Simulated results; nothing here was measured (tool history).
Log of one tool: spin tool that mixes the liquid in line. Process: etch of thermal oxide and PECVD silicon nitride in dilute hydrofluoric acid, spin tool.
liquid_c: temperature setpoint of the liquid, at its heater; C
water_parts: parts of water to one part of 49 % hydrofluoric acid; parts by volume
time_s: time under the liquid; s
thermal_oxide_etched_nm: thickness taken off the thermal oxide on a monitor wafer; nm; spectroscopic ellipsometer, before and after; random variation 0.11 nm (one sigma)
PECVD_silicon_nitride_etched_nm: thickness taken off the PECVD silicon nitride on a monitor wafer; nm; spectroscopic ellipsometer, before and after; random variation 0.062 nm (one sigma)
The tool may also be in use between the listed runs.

run	hour	liquid_c	water_parts	time_s	thermal_oxide_etched_nm	PECVD_silicon_nitride_etched_nm
1	0	21	45	155	14.375	11.454
2	2.8	19.5	45	155	13.222	10.123
3	9.6	19.5	40	155	15.241	11.462
4	12.5	19.5	35	155	17.605	13.035
5	18.3	19.5	45	155	13.342	10.234
6	24.8	19.5	45	220	18.753	14.508

The next listed run, before its measurement:
7	27.7	19	45	220	?	?

{"run 7": {"thermal_oxide_etched_nm": 18.521, "PECVD_silicon_nitride_etched_nm": 14.001}}
